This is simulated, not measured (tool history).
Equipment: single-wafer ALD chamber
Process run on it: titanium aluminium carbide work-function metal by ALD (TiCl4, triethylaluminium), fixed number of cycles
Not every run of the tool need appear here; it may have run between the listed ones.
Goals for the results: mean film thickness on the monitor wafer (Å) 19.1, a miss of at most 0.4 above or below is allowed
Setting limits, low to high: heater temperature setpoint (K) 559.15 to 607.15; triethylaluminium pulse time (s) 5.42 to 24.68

| run | day | heater temperature setpoint (K) | triethylaluminium pulse time (s) | mean film thickness on the monitor wafer (Å) |
|---|---|---|---|---|
| 1 | 0 | 583.15 | 15.05 | 20.223 |
| 2 | 0.238 | 589.15 | 15.05 | 20.8 |
| 3 | 0.458 | 589.15 | 12.2 | 20.484 |
| 4 | 0.6 | 581.15 | 12.2 | 19.681 |
| 5 | 0.742 | 581.15 | 14.57 | 19.867 |
| 6 | 0.804 | 581.15 | 17.73 | 20.125 |
|  | 1.017 | thermocouple changed; heater temperature recalibrated |
| 7 | 1.017 | 579.15 | 17.51 | 20.667 |
| 8 | 1.046 | 579.15 | 17.51 | 20.491 |
| 9 | 1.083 | 577.15 | 16.7 | 20.093 |
| 10 | 1.346 | 575.15 | 16.22 | 19.875 |
| 11 | 1.679 | 573.15 | 15.85 | 19.866 |
| 12 | 1.725 | 571.15 | 15.25 | 19.78 |

Of the 4 settings listed for the next run, only one would bring every result within its allowed miss of target. Which one?
| A | 1.771 | 559.15 | 11.44 | ? |
| B | 1.771 | 568.15 | 12.36 | ? |
| C | 1.771 | 559.15 | 9.03 | ? |
| D | 1.771 | 559.15 | 8.97 | ? |

| move | mean film thickness on the monitor wafer (Å) |
|---|---|
| A | 18.171 |
| B | 19.069 |
| C | 17.826 |
| D | 17.813 |
A: the result that was furthest off in the last run now lies on the other side of its target
B: meets every target
C: the result that was furthest off in the last run now lies on the other side of its target
D: the result that was furthest off in the last run now lies on the other side of its target
The right move is B.
